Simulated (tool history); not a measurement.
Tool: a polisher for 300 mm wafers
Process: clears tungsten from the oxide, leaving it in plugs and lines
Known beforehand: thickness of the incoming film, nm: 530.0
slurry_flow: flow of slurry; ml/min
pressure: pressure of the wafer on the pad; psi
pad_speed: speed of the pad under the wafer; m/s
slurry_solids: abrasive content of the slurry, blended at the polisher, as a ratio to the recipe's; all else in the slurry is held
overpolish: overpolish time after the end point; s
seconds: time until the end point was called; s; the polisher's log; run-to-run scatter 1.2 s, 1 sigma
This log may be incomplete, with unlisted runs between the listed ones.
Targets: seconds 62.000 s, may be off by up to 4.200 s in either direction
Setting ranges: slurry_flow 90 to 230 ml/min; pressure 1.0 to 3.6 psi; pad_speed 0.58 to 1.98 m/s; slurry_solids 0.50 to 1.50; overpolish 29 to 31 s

Run 1, hour 0.0: slurry_flow 150 ml/min, pressure 2.3 psi, pad_speed 1.28 m/s, slurry_solids 1.00, overpolish 29 s. Result: seconds 126.790 s.
Run 2, hour 7.8: slurry_flow 150 ml/min, pressure 2.5 psi, pad_speed 1.32 m/s, slurry_solids 1.00, overpolish 29 s. Result: seconds 111.690 s.
Run 3, hour 15.5: slurry_flow 150 ml/min, pressure 2.7 psi, pad_speed 1.34 m/s, slurry_solids 1.00, overpolish 29 s. Result: seconds 102.880 s.
Run 4, hour 17.5: slurry_flow 150 ml/min, pressure 2.8 psi, pad_speed 1.38 m/s, slurry_solids 1.00, overpolish 29 s. Result: seconds 94.791 s.
Run 5, hour 25.7: slurry_flow 150 ml/min, pressure 2.9 psi, pad_speed 1.40 m/s, slurry_solids 1.00, overpolish 29 s. Result: seconds 88.362 s.
At hour 27.5: head pressure recalibrated.
Run 6, hour 27.5: slurry_flow 150 ml/min, pressure 2.9 psi, pad_speed 1.20 m/s, slurry_solids 1.00, overpolish 29 s. Result: seconds 99.179 s.
Run 7, hour 31.8: slurry_flow 150 ml/min, pressure 3.0 psi, pad_speed 1.24 m/s, slurry_solids 1.00, overpolish 29 s. Result: seconds 91.387 s.
Run 8, hour 33.9: slurry_flow 150 ml/min, pressure 3.1 psi, pad_speed 1.26 m/s, slurry_solids 1.00, overpolish 29 s. Result: seconds 88.869 s.

5 next moves are on the table. One of them brings every result within its allowed miss. Which?
Run A, hour 36.0: slurry_flow 160 ml/min, pressure 3.1 psi, pad_speed 1.00 m/s, slurry_solids 1.00, overpolish 31 s. Result: seconds ?.
Run B, hour 36.0: slurry_flow 140 ml/min, pressure 3.5 psi, pad_speed 1.64 m/s, slurry_solids 0.90, overpolish 31 s. Result: seconds ?.
Run C, hour 36.0: slurry_flow 145 ml/min, pressure 2.4 psi, pad_speed 0.90 m/s, slurry_solids 0.95, overpolish 31 s. Result: seconds ?.
Run D, hour 36.0: slurry_flow 150 ml/min, pressure 2.6 psi, pad_speed 0.98 m/s, slurry_solids 1.00, overpolish 31 s. Result: seconds ?.
Run E, hour 36.0: slurry_flow 95 ml/min, pressure 3.6 psi, pad_speed 1.38 m/s, slurry_solids 1.10, overpolish 29 s. Result: seconds ?.

move  seconds
   A  111.280
   B   63.772
   C  161.910
   D  135.760
   E   73.662
A: lands further from the targets than the last run did
B: every result within its allowed miss
C: lands further from the targets than the last run did
D: lands further from the targets than the last run did
E: moves toward the targets from the last run without getting all of them in spec
The move that meets every target is B.

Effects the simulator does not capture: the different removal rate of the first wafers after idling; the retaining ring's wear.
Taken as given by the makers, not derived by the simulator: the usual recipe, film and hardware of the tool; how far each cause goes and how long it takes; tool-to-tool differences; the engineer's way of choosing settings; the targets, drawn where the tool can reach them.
